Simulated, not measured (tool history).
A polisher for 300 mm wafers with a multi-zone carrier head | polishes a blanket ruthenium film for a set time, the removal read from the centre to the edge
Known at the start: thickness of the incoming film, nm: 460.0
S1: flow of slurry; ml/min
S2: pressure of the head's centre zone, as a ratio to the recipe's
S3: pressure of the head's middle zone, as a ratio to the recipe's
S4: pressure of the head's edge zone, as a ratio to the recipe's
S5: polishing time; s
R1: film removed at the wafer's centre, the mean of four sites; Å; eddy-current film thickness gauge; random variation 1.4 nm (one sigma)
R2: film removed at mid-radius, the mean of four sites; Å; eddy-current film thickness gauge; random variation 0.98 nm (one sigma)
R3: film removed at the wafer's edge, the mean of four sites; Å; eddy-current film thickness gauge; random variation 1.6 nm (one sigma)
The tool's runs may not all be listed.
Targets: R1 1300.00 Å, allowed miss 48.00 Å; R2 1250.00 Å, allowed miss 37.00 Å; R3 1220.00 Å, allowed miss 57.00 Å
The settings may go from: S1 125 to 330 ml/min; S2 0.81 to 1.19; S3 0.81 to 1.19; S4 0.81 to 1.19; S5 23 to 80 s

run,hour,S1,S2,S3,S4,S5,R1,R2,R3
1,0.0,210,1.00,1.00,1.00,51,978.12,939.55,895.12
2,8.8,215,1.01,1.02,1.04,54,1019.80,1020.70,961.01
3,11.0,215,1.01,1.02,1.04,62,1180.30,1174.30,1099.40
4,14.4,215,1.01,1.05,1.04,62,1182.30,1186.80,1114.80
5,23.3,225,1.03,1.04,1.07,63,1235.90,1219.90,1134.00
6,27.0,225,0.96,1.04,1.07,63,1150.30,1235.00,1172.00
7,33.4,235,0.98,1.02,1.08,64,1173.30,1225.70,1194.20
8,41.2,240,1.00,1.02,1.09,65,1241.30,1252.40,1200.20
9,46.2,240,1.01,1.01,1.10,65,1249.40,1225.50,1210.00

Which of these 4 next moves meets every target?
A,51.2,215,1.00,0.83,1.08,75,?,?,?
B,51.2,235,0.93,1.03,1.10,68,?,?,?
C,51.2,240,1.02,1.01,1.10,67,?,?,?
D,51.2,265,1.04,0.90,1.19,73,?,?,?

move,R1,R2,R3
A,1424.00,1185.10,1369.00
B,1211.50,1296.10,1255.80
C,1312.50,1257.50,1239.20
D,1469.90,1253.50,1414.50
A: takes the result that was furthest off past its target
B: further off than the last run
C: meets every target
D: takes the result that was furthest off past its target
Answer: C
